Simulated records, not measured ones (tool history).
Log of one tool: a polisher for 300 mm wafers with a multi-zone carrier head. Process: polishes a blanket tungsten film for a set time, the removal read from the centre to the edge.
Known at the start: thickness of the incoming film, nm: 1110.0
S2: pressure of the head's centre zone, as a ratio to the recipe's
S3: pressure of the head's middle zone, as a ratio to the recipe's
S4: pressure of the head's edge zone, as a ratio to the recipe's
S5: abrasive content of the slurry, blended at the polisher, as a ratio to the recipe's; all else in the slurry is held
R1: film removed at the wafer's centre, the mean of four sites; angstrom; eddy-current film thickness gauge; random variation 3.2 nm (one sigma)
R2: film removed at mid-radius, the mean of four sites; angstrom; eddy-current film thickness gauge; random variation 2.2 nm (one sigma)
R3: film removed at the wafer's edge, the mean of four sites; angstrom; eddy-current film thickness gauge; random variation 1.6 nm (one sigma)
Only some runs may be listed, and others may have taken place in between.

Run 1, day 0: flow of slurry (ml/min) 165, S2 1, S3 1, S4 1, S5 1, polishing time (s) 62. Result: R1 3008.7 angstrom, R2 3151.8 angstrom, R3 3182.2 angstrom.
Run 2, day 0.179: flow of slurry (ml/min) 165, S2 0.95, S3 1, S4 1, S5 1, polishing time (s) 62. Result: R1 2899.3 angstrom, R2 3184.7 angstrom, R3 3180.8 angstrom.
Run 3, day 0.542: flow of slurry (ml/min) 165, S2 0.95, S3 1, S4 1, S5 1.05, polishing time (s) 62. Result: R1 2962.3 angstrom, R2 3174.5 angstrom, R3 3209.4 angstrom.
Run 4, day 0.854: flow of slurry (ml/min) 160, S2 0.97, S3 1, S4 0.98, S5 1, polishing time (s) 62. Result: R1 3013.1 angstrom, R2 3114.3 angstrom, R3 3134.4 angstrom.
Run 5, day 0.925: flow of slurry (ml/min) 145, S2 0.97, S3 1, S4 0.98, S5 1, polishing time (s) 62. Result: R1 2850.8 angstrom, R2 3119.9 angstrom, R3 3093.1 angstrom.
Run 6, day 1.275: flow of slurry (ml/min) 145, S2 0.98, S3 1, S4 0.96, S5 0.95, polishing time (s) 62. Result: R1 2959.4 angstrom, R2 3070.7 angstrom, R3 2995.1 angstrom.
Run 7, day 1.367: flow of slurry (ml/min) 110, S2 0.94, S3 1.05, S4 0.86, S5 0.85, polishing time (s) 61. Result: R1 2513 angstrom, R2 2949.3 angstrom, R3 2699.1 angstrom.

What does the tool deliver on the next run?
Run 8, day 1.404: flow of slurry (ml/min) 110, S2 0.95, S3 1.05, S4 0.85, S5 0.85, polishing time (s) 61. Result: R1 ?, R2 ?, R3 ?.

Run 8 produced R1 2560.8 angstrom, R2 2955.3 angstrom, R3 2640.1 angstrom.
